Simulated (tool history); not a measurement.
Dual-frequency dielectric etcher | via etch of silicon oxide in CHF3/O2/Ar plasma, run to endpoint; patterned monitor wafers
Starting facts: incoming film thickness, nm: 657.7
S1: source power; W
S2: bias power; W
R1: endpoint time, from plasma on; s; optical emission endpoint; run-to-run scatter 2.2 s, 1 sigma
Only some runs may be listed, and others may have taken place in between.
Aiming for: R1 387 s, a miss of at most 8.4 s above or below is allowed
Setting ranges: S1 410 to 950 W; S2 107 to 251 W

run	hour	S1	S2	R1
1	0	680	179	348.69
2	8.4	680	209	331.2
3	9.6	590	209	352.11
4	12.3	560	207	357.41
# hour 16.3: bias power generator calibrated
5	16.3	530	205	373.34
6	24.1	530	232	352.31
7	26.2	500	230	364.88
8	34.9	480	229	372.21

Below are 5 possible settings for the next run. Only one of them brings all results inside the allowed miss of their targets. Which is it?
A	43.6	540	237	?
B	43.6	490	219	?
C	43.6	410	203	?
D	43.6	410	243	?
E	43.6	560	194	?

move	R1
A	350.06
B	372.1
C	406.58
D	382.92
E	368.7
A: misses by more than the last run did
B: as far off as the last run
C: carries the result that was furthest off beyond its target, to the other side
D: every result within its allowed miss
E: misses by more than the last run did
Answer: D
